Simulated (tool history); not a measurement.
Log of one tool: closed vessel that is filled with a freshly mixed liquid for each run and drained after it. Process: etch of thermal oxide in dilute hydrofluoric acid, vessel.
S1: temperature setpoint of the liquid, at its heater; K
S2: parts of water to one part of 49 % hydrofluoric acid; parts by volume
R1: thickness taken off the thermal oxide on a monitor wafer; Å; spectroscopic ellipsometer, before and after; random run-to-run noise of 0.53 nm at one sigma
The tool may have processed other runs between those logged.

run 1 hour=0 | S1=299.15 S2=135 time_in_the_liquid_(s)=2535 | R1=879.75
run 2 hour=6.8 | S1=299.15 S2=135 time_in_the_liquid_(s)=2535 | R1=884.99
run 3 hour=14.7 | S1=301.15 S2=135 time_in_the_liquid_(s)=2535 | R1=960.05
run 4 hour=22.8 | S1=301.15 S2=90 time_in_the_liquid_(s)=2535 | R1=1519.3
run 5 hour=27.6 | S1=301.15 S2=90 time_in_the_liquid_(s)=2705 | R1=1616
run 6 hour=30 | S1=301.15 S2=65 time_in_the_liquid_(s)=2705 | R1=2306.2
run 7 hour=36.1 | S1=298.65 S2=75 time_in_the_liquid_(s)=2705 | R1=1810.1
run 8 hour=39.8 | S1=296.65 S2=75 time_in_the_liquid_(s)=2705 | R1=1666.4

For run 9, what comes out?
run 9 hour=43.9 | S1=295.15 S2=75 time_in_the_liquid_(s)=2705 | R1=?

Logged for run 9: R1 1559.6 Å.

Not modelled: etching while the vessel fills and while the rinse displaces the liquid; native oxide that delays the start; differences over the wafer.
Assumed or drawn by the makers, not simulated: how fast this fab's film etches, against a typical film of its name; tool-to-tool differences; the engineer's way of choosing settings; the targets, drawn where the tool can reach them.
